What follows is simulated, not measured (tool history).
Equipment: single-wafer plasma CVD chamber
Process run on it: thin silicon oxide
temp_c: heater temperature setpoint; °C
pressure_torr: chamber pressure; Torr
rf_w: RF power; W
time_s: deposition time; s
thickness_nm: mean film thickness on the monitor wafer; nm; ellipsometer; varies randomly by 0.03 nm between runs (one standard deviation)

{"run": 1, "hour": 0.0, "temp_c": 405, "pressure_torr": 0.648, "rf_w": 255, "time_s": 8.03, "thickness_nm": 11.224}
{"run": 2, "hour": 6.5, "temp_c": 405, "pressure_torr": 0.648, "rf_w": 255, "time_s": 7.67, "thickness_nm": 10.784}
{"run": 3, "hour": 13.7, "temp_c": 405, "pressure_torr": 0.629, "rf_w": 255, "time_s": 7.67, "thickness_nm": 10.397}
{"run": 4, "hour": 17.3, "temp_c": 414, "pressure_torr": 0.629, "rf_w": 255, "time_s": 7.67, "thickness_nm": 10.355}
{"run": 5, "hour": 19.8, "temp_c": 414, "pressure_torr": 0.614, "rf_w": 255, "time_s": 7.67, "thickness_nm": 10.11}
{"run": 6, "hour": 27.9, "temp_c": 414, "pressure_torr": 0.614, "rf_w": 240, "time_s": 7.67, "thickness_nm": 9.7997}
{"run": 7, "hour": 32.6, "temp_c": 414, "pressure_torr": 0.614, "rf_w": 240, "time_s": 7.67, "thickness_nm": 9.7844}
{"run": 8, "hour": 33.5, "temp_c": 414, "pressure_torr": 0.614, "rf_w": 240, "time_s": 7.67, "thickness_nm": 9.7572}
{"run": 9, "hour": 42.1, "temp_c": 414, "pressure_torr": 0.603, "rf_w": 240, "time_s": 7.67, "thickness_nm": 9.5507}
{"run": 10, "hour": 43.0, "temp_c": 414, "pressure_torr": 0.595, "rf_w": 240, "time_s": 7.67, "thickness_nm": 9.4446}
{"run": 11, "hour": 48.6, "temp_c": 414, "pressure_torr": 0.587, "rf_w": 240, "time_s": 7.67, "thickness_nm": 9.3962}
{"run": 12, "hour": 56.4, "temp_c": 414, "pressure_torr": 0.587, "rf_w": 240, "time_s": 7.67, "thickness_nm": 9.2784}
{"run": 13, "hour": 59.5, "temp_c": 414, "pressure_torr": 0.581, "rf_w": 240, "time_s": 7.67, "thickness_nm": 9.2508}
{"run": 14, "hour": 60.8, "temp_c": 414, "pressure_torr": 0.574, "rf_w": 240, "time_s": 7.67, "thickness_nm": 9.1912}
{"run": 15, "hour": 61.9, "temp_c": 414, "pressure_torr": 0.567, "rf_w": 240, "time_s": 7.67, "thickness_nm": 9.0045}
{"run": 16, "hour": 69.7, "temp_c": 414, "pressure_torr": 0.563, "rf_w": 240, "time_s": 7.67, "thickness_nm": 8.9275}
{"run": 17, "hour": 78.1, "temp_c": 414, "pressure_torr": 0.559, "rf_w": 240, "time_s": 7.67, "thickness_nm": 8.8605}
{"run": 18, "hour": 84.9, "temp_c": 414, "pressure_torr": 0.559, "rf_w": 240, "time_s": 7.67, "thickness_nm": 8.8885}

What does the tool deliver on the next run?
{"run": 19, "hour": 89.5, "temp_c": 414, "pressure_torr": 0.556, "rf_w": 240, "time_s": 7.67, "thickness_nm": "?"}

For run 19 the tool returned thickness_nm 8.8357 nm.

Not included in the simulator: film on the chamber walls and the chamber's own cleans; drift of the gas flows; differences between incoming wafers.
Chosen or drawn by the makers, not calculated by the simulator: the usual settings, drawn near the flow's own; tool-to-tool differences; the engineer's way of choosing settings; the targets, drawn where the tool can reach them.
